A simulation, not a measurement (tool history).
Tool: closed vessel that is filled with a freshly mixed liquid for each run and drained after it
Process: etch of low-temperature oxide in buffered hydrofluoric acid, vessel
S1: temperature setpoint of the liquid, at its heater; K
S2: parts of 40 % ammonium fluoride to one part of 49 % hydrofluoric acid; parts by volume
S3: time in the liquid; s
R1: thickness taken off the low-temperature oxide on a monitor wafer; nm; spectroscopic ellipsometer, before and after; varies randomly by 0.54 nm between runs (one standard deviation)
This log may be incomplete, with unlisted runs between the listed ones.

run	hour	S1	S2	S3	R1
1	0	296.15	15.5	95	136.55
2	1.8	295.65	15.5	95	133.17
3	6.9	295.65	15.5	95	132.33
4	11	295.65	15.5	100	138.81
5	14.5	295.65	13.5	100	161.04
6	18.3	295.65	13.5	95	152.29
7	23.1	295.15	13.5	95	146.32
8	29.1	294.65	13.5	95	143.38

Run 9 is up next; what results do you expect?
9	36.4	294.15	13.5	95	?

{"run 9": {"R1": 140.22}}

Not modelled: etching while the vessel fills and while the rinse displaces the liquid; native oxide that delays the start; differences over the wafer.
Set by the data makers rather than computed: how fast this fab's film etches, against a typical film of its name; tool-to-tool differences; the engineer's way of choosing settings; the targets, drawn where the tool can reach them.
